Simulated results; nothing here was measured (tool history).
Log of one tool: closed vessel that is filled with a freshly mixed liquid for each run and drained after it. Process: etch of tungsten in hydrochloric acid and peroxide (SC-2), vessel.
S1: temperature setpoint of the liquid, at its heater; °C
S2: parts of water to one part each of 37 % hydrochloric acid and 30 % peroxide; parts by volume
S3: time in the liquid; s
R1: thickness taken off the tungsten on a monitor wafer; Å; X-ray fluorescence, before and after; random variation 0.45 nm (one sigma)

run 1 day=0.000 | S1=51.0 S2=9.0 S3=90 | R1=220.65
run 2 day=0.371 | S1=56.0 S2=8.5 S3=90 | R1=322.28
run 3 day=0.442 | S1=59.5 S2=8.5 S3=90 | R1=405.40
run 4 day=0.800 | S1=62.0 S2=8.5 S3=90 | R1=471.51
run 5 day=1.092 | S1=62.0 S2=7.0 S3=90 | R1=547.60
run 6 day=1.454 | S1=63.0 S2=7.0 S3=90 | R1=583.70
run 7 day=1.600 | S1=64.0 S2=7.0 S3=90 | R1=615.01

Forecast run 8:
run 8 day=1.933 | S1=64.5 S2=7.0 S3=90 | R1=?

{"run 8": {"R1": 639.33}}

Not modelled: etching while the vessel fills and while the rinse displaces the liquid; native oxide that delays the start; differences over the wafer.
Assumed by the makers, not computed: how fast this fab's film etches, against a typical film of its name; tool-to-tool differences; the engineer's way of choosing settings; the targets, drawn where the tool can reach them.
